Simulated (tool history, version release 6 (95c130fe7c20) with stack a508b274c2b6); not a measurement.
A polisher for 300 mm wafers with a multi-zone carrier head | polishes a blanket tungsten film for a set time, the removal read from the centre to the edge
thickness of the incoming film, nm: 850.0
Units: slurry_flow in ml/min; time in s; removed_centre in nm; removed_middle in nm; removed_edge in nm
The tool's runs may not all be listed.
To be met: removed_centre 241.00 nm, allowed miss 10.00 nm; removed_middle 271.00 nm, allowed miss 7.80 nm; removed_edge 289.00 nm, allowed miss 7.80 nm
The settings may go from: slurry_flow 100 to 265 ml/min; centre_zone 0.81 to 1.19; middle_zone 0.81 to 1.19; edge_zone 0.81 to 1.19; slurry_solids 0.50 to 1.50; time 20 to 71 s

run	hour	slurry_flow	centre_zone	middle_zone	edge_zone	slurry_solids	time	removed_centre	removed_middle	removed_edge
1	0.0	170	1.00	1.00	1.00	1.00	45	250.87	252.76	246.52
2	4.1	170	1.00	1.05	1.00	1.00	45	249.02	262.09	243.96
3	9.3	170	1.00	1.05	1.00	1.00	37	206.25	214.29	199.99
4	15.6	170	1.00	1.05	1.03	1.00	37	210.52	215.16	205.93
5	21.1	180	0.97	1.05	1.07	1.10	38	206.32	227.75	221.18
6	22.7	190	0.97	1.04	1.10	1.20	39	223.13	240.34	231.95
7	31.4	190	0.95	1.02	1.12	1.25	40	223.11	245.74	244.82
8	35.1	195	0.94	1.01	1.14	1.30	41	229.22	250.82	257.90
9	40.1	200	0.93	1.00	1.15	1.35	41	232.73	251.85	261.53
10	43.9	205	0.92	1.00	1.16	1.40	41	236.09	257.44	266.54
11	46.6	210	0.91	1.00	1.17	1.40	41	234.93	256.58	267.26
12	54.8	210	0.90	1.00	1.17	1.40	41	229.79	254.10	262.35
13	60.5	200	0.91	1.00	1.17	1.40	42	235.98	256.28	272.09
14	66.2	200	0.90	1.00	1.17	1.40	42	238.89	257.06	272.67
15	74.7	205	0.88	1.00	1.17	1.40	42	228.02	261.11	271.20

Which of these 4 next moves meets every target?
A	83.2	160	0.89	1.00	1.19	1.30	46	?	?	?
B	83.2	190	0.84	0.93	1.19	1.35	45	?	?	?
C	83.2	245	0.96	1.10	1.08	1.40	39	?	?	?
D	83.2	165	0.88	1.09	1.04	1.50	41	?	?	?

move	removed_centre	removed_middle	removed_edge
A	238.72	273.04	286.30
B	228.49	260.04	288.04
C	237.00	270.24	244.67
D	218.77	272.06	246.88
A: meets every target
B: brings the result that was furthest off to its target, and leaves another outside
C: further off than the last run
D: further off than the last run
The right move is A.

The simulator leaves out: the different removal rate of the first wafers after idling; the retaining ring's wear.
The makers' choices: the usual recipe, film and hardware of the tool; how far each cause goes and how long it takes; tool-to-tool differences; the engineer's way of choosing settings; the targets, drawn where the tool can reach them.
